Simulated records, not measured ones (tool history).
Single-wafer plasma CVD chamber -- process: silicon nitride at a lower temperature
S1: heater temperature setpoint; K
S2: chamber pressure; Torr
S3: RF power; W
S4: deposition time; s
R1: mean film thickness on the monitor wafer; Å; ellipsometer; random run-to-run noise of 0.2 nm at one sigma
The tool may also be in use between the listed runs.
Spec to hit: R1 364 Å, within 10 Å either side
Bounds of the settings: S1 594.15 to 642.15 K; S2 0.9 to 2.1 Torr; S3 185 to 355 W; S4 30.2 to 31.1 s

| run | hour | S1 | S2 | S3 | S4 | R1 |
|---|---|---|---|---|---|---|
| 1 | 0 | 618.15 | 1.5 | 270 | 30.2 | 299.31 |
| 2 | 5.3 | 618.15 | 1.39 | 270 | 30.2 | 290.68 |
| 3 | 8.7 | 627.15 | 1.39 | 270 | 30.2 | 289.57 |
| 4 | 12.2 | 627.15 | 1.39 | 235 | 30.2 | 266.66 |
| 5 | 19.7 | 627.15 | 1.39 | 235 | 30.2 | 266.75 |
| 6 | 27.8 | 635.15 | 1.39 | 235 | 30.2 | 269.8 |
|  | 33.4 | RF generator calibrated |
| 7 | 33.4 | 635.15 | 1.53 | 255 | 30.4 | 304.63 |
| 8 | 38.9 | 635.15 | 1.83 | 275 | 30.5 | 329.8 |

5 candidate next runs follow, results not yet known. Just one meets every target within its allowed miss. Identify it.
| A | 44.4 | 638.15 | 2.02 | 290 | 31.1 | ? |
| B | 44.4 | 630.15 | 1.88 | 275 | 30.7 | ? |
| C | 44.4 | 633.15 | 1.81 | 280 | 30.8 | ? |
| D | 44.4 | 633.15 | 1.87 | 280 | 30.3 | ? |
| E | 44.4 | 642.15 | 1.86 | 330 | 31.1 | ? |

| move | R1 |
|---|---|
| A | 359.11 |
| B | 338.37 |
| C | 339.07 |
| D | 336.57 |
| E | 377.55 |
A: every result within its allowed miss
B: closer than the last run, but not yet in spec
C: closer than the last run, but not yet in spec
D: closer than the last run, but not yet in spec
E: carries the result that was furthest off beyond its target, to the other side
Correct choice: A, which meets every target

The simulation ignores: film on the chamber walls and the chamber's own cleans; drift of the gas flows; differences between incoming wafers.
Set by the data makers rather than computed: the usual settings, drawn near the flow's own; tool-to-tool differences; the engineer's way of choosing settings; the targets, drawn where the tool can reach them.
